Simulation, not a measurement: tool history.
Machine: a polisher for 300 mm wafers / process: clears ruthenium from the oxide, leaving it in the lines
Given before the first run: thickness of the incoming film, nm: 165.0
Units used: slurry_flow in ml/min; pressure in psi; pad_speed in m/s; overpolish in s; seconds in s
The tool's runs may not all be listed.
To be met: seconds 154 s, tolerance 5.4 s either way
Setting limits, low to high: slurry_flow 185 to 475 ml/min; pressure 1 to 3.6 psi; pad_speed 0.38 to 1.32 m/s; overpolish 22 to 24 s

run  hour  slurry_flow  pressure  pad_speed  overpolish  seconds
  1     0          305       2.3       0.84          22   185.18
  2   7.5          305       2.3       0.84          22   186.04
  3  15.2          365       2.3       0.84          22   182.53
  4  15.9          315       2.3       0.84          22   186.19
     21.8  -- slurry nozzle cleaned
  5  21.8          315       2.3       0.64          22   231.98
  6  29.4          315       2.5       0.64          22   211.51
  7  38.3          315       3.1       0.66          22   168.65
  8  43.7          315       3.1       0.66          22   168.84

Which of these 4 next moves meets every target?
  A  49.1          340       3.1       0.72          24        ?
  B  49.1          275       3.1        0.6          22        ?
  C  49.1          250       3.3       0.54          22        ?
  D  49.1          320       3.4       0.52          22        ?

move  seconds
   A   152.98
   B   182.65
   C   189.83
   D   185.33
A: all results land within tolerance of their targets
B: its largest miss is bigger than the last run's
C: its largest miss is bigger than the last run's
D: its largest miss is bigger than the last run's
The move that meets every target is A.
